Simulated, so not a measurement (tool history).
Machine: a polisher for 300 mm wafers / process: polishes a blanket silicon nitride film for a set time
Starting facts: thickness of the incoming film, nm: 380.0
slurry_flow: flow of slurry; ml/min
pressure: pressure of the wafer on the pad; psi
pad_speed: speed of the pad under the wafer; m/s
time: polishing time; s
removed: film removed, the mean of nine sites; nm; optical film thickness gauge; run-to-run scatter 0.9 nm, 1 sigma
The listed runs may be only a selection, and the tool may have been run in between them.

{"run": 1, "day": 0.0, "slurry_flow": 240, "pressure": 2.9, "pad_speed": 0.84, "time": 98, "removed": 131.62}
{"run": 2, "day": 0.262, "slurry_flow": 240, "pressure": 2.6, "pad_speed": 0.84, "time": 98, "removed": 119.19}
{"run": 3, "day": 0.412, "slurry_flow": 240, "pressure": 2.3, "pad_speed": 0.84, "time": 98, "removed": 108.17}
{"run": 4, "day": 0.771, "slurry_flow": 240, "pressure": 2.1, "pad_speed": 0.84, "time": 98, "removed": 96.36}
{"run": 5, "day": 0.988, "slurry_flow": 240, "pressure": 2.1, "pad_speed": 0.98, "time": 98, "removed": 108.1}
{"run": 6, "day": 1.308, "slurry_flow": 240, "pressure": 2.1, "pad_speed": 0.98, "time": 98, "removed": 107.87}

What does the tool deliver on the next run?
{"run": 7, "day": 1.583, "slurry_flow": 235, "pressure": 1.6, "pad_speed": 0.98, "time": 98, "removed": "?"}

{"run 7": {"removed": 85.572}}
